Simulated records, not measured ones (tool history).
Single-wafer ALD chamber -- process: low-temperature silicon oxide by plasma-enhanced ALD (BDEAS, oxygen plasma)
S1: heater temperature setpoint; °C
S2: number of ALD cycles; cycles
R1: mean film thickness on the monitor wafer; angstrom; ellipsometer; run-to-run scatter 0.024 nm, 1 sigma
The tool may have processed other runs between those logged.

run,hour,S1,S2,R1
1,0,90,31,42.355
2,2.7,86,32,44.204
3,6.6,76,32,45.597
4,14.4,82,32,44.308
5,16.1,82,35,48.989
6,24.5,82,33,46.192
7,27.2,80,33,46.694
8,33.5,78,33,46.624
9,39.3,76,33,46.957
10,44,75,33,47.431
11,49.6,74,33,47.221
12,58.4,73,33,47.201
13,66.5,72,33,47.462
14,69,71,33,47.63
15,76.9,70,33,47.698
# hour 79.5: thermocouple changed; heater temperature recalibrated
16,79.5,69,33,48.537

Predict the results of run 17:
17,88,68,33,?

{"run 17": {"R1": 49.133}}

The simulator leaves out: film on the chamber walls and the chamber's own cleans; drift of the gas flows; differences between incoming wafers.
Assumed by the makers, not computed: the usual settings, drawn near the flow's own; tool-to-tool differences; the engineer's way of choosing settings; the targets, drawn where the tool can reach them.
